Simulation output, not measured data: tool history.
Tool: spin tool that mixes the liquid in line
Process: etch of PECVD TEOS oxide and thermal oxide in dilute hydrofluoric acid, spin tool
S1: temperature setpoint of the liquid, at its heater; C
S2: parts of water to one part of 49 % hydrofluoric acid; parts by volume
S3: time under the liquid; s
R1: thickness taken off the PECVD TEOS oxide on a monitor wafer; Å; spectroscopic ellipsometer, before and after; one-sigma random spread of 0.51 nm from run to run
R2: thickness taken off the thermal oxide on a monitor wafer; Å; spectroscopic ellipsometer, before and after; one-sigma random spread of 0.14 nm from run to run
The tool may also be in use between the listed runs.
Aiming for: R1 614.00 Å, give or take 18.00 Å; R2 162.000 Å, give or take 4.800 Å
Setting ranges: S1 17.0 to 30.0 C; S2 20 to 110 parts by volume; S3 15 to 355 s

| run | hour | S1 | S2 | S3 | R1 | R2 |
|---|---|---|---|---|---|---|
| 1 | 0.0 | 22.0 | 60 | 180 | 414.56 | 107.490 |
| 2 | 8.0 | 19.5 | 60 | 180 | 369.75 | 97.079 |
| 3 | 14.6 | 19.5 | 75 | 180 | 292.21 | 75.428 |
| 4 | 18.7 | 19.5 | 60 | 180 | 362.73 | 98.110 |
| 5 | 20.6 | 20.5 | 60 | 180 | 383.94 | 101.870 |
| 6 | 27.2 | 20.5 | 60 | 140 | 299.21 | 79.967 |
|  | 36.0 | hydrofluoric acid flow meter replaced |
| 7 | 36.0 | 21.5 | 55 | 140 | 359.29 | 95.615 |
| 8 | 43.7 | 22.5 | 55 | 140 | 377.34 | 100.930 |
| 9 | 46.3 | 23.5 | 55 | 140 | 400.02 | 103.390 |
| 10 | 53.4 | 24.0 | 55 | 140 | 407.25 | 105.730 |
| 11 | 55.2 | 28.0 | 45 | 140 | 584.28 | 155.700 |

4 next moves are on the table. One of them brings every result within its allowed miss. Which?
| A | 57.0 | 27.0 | 30 | 105 | ? | ? |
| B | 57.0 | 26.0 | 40 | 150 | ? | ? |
| C | 57.0 | 26.5 | 55 | 195 | ? | ? |
| D | 57.0 | 26.5 | 50 | 185 | ? | ? |

| move | R1 | R2 |
|---|---|---|
| A | 654.56 | 169.110 |
| B | 663.62 | 171.460 |
| C | 626.90 | 161.970 |
| D | 658.84 | 170.220 |
A: the result that was furthest off in the last run now lies on the other side of its target
B: the result that was furthest off in the last run now lies on the other side of its target
C: meets every target
D: the result that was furthest off in the last run now lies on the other side of its target
Answer: C
